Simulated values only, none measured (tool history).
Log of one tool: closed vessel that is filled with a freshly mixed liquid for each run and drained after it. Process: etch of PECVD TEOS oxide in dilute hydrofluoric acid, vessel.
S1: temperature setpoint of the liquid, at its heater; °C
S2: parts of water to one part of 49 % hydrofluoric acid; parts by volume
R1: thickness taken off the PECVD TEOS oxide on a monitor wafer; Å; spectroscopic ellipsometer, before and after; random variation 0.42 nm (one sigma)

{"run": 1, "day": 0.0, "S1": 25.0, "S2": 60, "time in the liquid (s)": 100, "R1": 398.14}
{"run": 2, "day": 0.179, "S1": 25.0, "S2": 60, "time in the liquid (s)": 100, "R1": 397.2}
{"run": 3, "day": 0.362, "S1": 25.0, "S2": 60, "time in the liquid (s)": 105, "R1": 413.51}
{"run": 4, "day": 0.55, "S1": 25.0, "S2": 60, "time in the liquid (s)": 100, "R1": 396.01}
{"run": 5, "day": 0.721, "S1": 27.0, "S2": 60, "time in the liquid (s)": 100, "R1": 429.39}
{"run": 6, "day": 1.083, "S1": 25.0, "S2": 60, "time in the liquid (s)": 100, "R1": 395.59}
{"run": 7, "day": 1.183, "S1": 27.5, "S2": 50, "time in the liquid (s)": 100, "R1": 536.91}
{"run": 8, "day": 1.438, "S1": 29.0, "S2": 45, "time in the liquid (s)": 100, "R1": 631.7}
{"run": 9, "day": 1.796, "S1": 30.0, "S2": 40, "time in the liquid (s)": 100, "R1": 748.71}
{"run": 10, "day": 2.117, "S1": 31.0, "S2": 35, "time in the liquid (s)": 100, "R1": 892.93}
{"run": 11, "day": 2.208, "S1": 31.5, "S2": 35, "time in the liquid (s)": 100, "R1": 915.29}

The next listed run, before its measurement:
{"run": 12, "day": 2.367, "S1": 32.0, "S2": 35, "time in the liquid (s)": 100, "R1": "?"}

{"run 12": {"R1": 923.41}}
